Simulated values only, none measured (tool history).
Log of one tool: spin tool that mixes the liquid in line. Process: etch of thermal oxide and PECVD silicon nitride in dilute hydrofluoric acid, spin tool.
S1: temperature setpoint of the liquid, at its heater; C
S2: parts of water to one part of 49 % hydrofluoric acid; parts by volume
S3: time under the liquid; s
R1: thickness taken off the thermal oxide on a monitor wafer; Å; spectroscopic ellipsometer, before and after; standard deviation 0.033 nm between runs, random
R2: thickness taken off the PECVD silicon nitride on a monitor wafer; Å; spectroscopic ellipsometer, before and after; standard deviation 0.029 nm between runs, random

run  hour    S1   S2   S3      R1      R2
  1     0    24  105  180   89.71  27.837
  2   7.8  27.5  105  180  102.31   34.96
  3  16.2  27.5  105  220   125.3  42.011
  4  19.8    27  105  220  122.56  40.484
  5  21.6    27   85  220  156.05  50.922
  6  23.1  26.5   90  220  143.27  46.385
  7  24.9    26   95  220  132.08  42.622
  8  30.1  25.5  100  220  122.11  39.416
  9  36.1  25.5  100  220  122.34  38.469

Estimate the outcome of run 10 from the log above:
 10  42.7  25  105  220   ?   ?

R1: 113.68 Å
R2: 36.345 Å

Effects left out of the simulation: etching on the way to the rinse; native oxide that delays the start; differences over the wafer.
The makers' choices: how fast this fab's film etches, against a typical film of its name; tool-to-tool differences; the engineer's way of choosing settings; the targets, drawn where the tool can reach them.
